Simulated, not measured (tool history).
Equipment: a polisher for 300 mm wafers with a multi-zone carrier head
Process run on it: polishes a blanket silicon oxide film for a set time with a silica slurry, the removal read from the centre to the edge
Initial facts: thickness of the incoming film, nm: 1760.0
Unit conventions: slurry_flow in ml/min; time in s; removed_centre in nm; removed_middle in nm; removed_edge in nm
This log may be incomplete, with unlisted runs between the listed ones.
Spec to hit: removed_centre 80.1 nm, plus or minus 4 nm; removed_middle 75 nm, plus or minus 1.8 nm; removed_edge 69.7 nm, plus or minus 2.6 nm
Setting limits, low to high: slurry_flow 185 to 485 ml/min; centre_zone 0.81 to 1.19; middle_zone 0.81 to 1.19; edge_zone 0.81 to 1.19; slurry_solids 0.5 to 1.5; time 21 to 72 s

run	hour	slurry_flow	centre_zone	middle_zone	edge_zone	slurry_solids	time	removed_centre	removed_middle	removed_edge
1	0	310	1	1	1	1	46	112.9	114.86	117.53
2	4.8	310	1.01	1	0.98	0.95	45	111.14	109.19	113.23
3	12.1	315	1.02	1.02	0.96	0.9	43	107.7	103.11	103.84
4	18.4	315	0.94	1.02	0.96	0.9	43	97.996	104.58	104.68
# hour 22: slurry nozzle cleaned
5	22	315	0.95	1.03	0.95	0.85	42	97.545	103.9	101.32
6	28.8	315	0.95	1.08	0.95	0.85	42	99.17	107.67	102.1
7	34.1	320	0.95	1.08	0.94	0.8	41	94.879	101.3	96.508
8	41	320	0.95	1.08	0.93	0.75	40	92.311	97.434	94.22
9	49.9	320	0.96	1.09	0.92	0.7	39	84.796	93.046	88.915

Below are 5 possible settings for the next run. Only one of them brings all results inside the allowed miss of their targets. Which is it?
A	58.8	360	1.19	1.12	0.81	1.1	28	?	?	?
B	58.8	405	1.07	1.03	0.84	0.85	30	?	?	?
C	58.8	300	1.12	1	0.91	0.8	30	?	?	?
D	58.8	325	1.03	1	0.95	0.6	32	?	?	?
E	58.8	310	1.19	0.84	1.11	0.7	33	?	?	?

move	removed_centre	removed_middle	removed_edge
A	88.648	80.73	70.418
B	79.091	76.35	70.924
C	78.945	71.744	70.728
D	70.852	70.03	70.285
E	88.486	68.797	82.207
A: closer than the last run, but not yet in spec
B: hits every target within its allowed miss
C: takes the result that was furthest off past its target
D: takes the result that was furthest off past its target
E: takes the result that was furthest off past its target
Correct choice: B, which meets every target

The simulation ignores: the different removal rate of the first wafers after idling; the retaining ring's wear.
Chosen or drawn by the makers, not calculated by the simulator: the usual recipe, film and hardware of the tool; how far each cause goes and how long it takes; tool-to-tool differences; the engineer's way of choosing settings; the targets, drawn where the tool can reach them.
